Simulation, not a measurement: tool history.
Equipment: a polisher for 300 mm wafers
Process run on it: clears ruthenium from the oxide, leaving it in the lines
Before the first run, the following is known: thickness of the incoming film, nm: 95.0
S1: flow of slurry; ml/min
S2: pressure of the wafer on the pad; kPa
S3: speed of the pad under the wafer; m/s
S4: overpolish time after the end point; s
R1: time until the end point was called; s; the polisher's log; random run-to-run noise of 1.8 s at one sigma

run	hour	S1	S2	S3	S4	R1
1	0	240	18.6	0.88	25	66.133
2	6.9	240	18.6	0.88	25	65.363
3	14.9	240	17.2	0.88	25	70.587
4	17.8	240	16.5	0.88	25	75.874
5	21.5	240	16.5	0.88	25	73.59
6	30.4	240	15.9	0.88	25	77.145

Run 7 has not been measured yet. What should we expect?
7	36.9	240	15.2	0.88	25	?

{"run 7": {"R1": 79.455}}
